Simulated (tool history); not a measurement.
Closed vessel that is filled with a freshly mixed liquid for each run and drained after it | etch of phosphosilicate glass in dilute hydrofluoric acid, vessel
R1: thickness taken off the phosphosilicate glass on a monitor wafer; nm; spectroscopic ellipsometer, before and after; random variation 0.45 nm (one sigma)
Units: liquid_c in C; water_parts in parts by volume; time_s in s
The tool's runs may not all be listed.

Run 1, day 0: liquid_c 21 C, water_parts 65 parts by volume, time_s 95 s. Result: R1 84.492 nm.
Run 2, day 0.133: liquid_c 23.5 C, water_parts 60 parts by volume, time_s 95 s. Result: R1 101.49 nm.
Run 3, day 0.188: liquid_c 20.5 C, water_parts 60 parts by volume, time_s 95 s. Result: R1 89.911 nm.
Run 4, day 0.475: liquid_c 23 C, water_parts 60 parts by volume, time_s 95 s. Result: R1 100.21 nm.
Run 5, day 0.517: liquid_c 25 C, water_parts 60 parts by volume, time_s 95 s. Result: R1 108.54 nm.
Run 6, day 0.608: liquid_c 26.5 C, water_parts 60 parts by volume, time_s 95 s. Result: R1 114.92 nm.
Run 7, day 0.779: liquid_c 27.5 C, water_parts 60 parts by volume, time_s 95 s. Result: R1 119.56 nm.
Run 8, day 0.9: liquid_c 28 C, water_parts 60 parts by volume, time_s 95 s. Result: R1 122.29 nm.

Forecast run 9:
Run 9, day 1.258: liquid_c 28.5 C, water_parts 60 parts by volume, time_s 95 s. Result: R1 ?.

R1: 124.16 nm
